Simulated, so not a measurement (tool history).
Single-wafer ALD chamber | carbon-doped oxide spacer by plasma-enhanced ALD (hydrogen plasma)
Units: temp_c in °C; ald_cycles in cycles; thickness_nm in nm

Run 1, hour 0: temp_c 380 °C, ald_cycles 542 cycles. Result: thickness_nm 28.772 nm.
Run 2, hour 3.3: temp_c 380 °C, ald_cycles 603 cycles. Result: thickness_nm 31.788 nm.
Run 3, hour 10.9: temp_c 380 °C, ald_cycles 543 cycles. Result: thickness_nm 28.813 nm.
Run 4, hour 12.6: temp_c 380 °C, ald_cycles 521 cycles. Result: thickness_nm 27.797 nm.
Run 5, hour 16.1: temp_c 386 °C, ald_cycles 521 cycles. Result: thickness_nm 27.627 nm.
Run 6, hour 20: temp_c 390 °C, ald_cycles 521 cycles. Result: thickness_nm 27.493 nm.
Run 7, hour 23.7: temp_c 390 °C, ald_cycles 509 cycles. Result: thickness_nm 26.914 nm.

Run 8 comes next. What will it give?
Run 8, hour 26.1: temp_c 390 °C, ald_cycles 501 cycles. Result: thickness_nm ?.

Run 8 gave thickness_nm 26.475 nm.
